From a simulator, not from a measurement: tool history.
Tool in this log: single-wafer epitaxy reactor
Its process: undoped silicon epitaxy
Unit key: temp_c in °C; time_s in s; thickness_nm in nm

run  hour  temp_c  time_s  thickness_nm
  1     0     630     399        35.553
  2     6     636     409        42.355
  3   7.9     636     432        44.744
  4  14.9     640     433        49.357
     21.2  -- pyrometer calibrated
  5  21.2     643     434        59.626
  6  23.9     643     400        55.335

Estimate the outcome of run 7 from the log above:
  7  29.9     644     400             ?

thickness_nm: 56.418 nm

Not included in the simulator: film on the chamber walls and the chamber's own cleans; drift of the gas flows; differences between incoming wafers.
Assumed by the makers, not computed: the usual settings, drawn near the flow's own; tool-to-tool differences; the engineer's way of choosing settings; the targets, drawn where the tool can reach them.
